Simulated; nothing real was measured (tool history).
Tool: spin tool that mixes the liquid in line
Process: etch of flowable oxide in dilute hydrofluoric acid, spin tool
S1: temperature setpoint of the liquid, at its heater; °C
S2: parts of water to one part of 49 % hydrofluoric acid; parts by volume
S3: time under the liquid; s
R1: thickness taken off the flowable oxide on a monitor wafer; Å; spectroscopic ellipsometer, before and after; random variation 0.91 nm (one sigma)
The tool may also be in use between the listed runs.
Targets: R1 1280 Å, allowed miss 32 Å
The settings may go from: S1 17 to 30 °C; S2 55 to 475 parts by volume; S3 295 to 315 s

run  hour    S1   S2   S3      R1
  1     0    22  265  295  456.83
  2   1.6  20.5  265  295  434.86
  3   9.4    22  230  295  551.29
  4  12.2  23.5  210  295  648.17
  5  20.7  22.5  210  295   627.6
  6  28.3    24  195  295  731.34
  7  31.2    25  185  295   801.3
  8  32.1    26  175  295  884.65
  9  33.9    27  170  295  946.12
 10    38  27.5  165  295  1015.3
 11    41    28  160  295  1075.9
 12  46.1  28.5  155  295  1124.3
 13  49.1    29  155  295  1153.4
 14    54  29.5  150  295    1221

Which of these 5 next moves meets every target?
  A  58.9  29.5  160  300   ?
  B  58.9  28.5  140  295   ?
  C  58.9  29.5  155  295   ?
  D  58.9  29.5  160  295   ?
  E  58.9    30  160  315   ?

move      R1
   A  1154.9
   B  1284.1
   C  1179.9
   D  1135.7
   E  1234.6
A: further off than the last run
B: meets every target
C: further off than the last run
D: further off than the last run
E: nearer than the last run, and not there yet
Answer: B
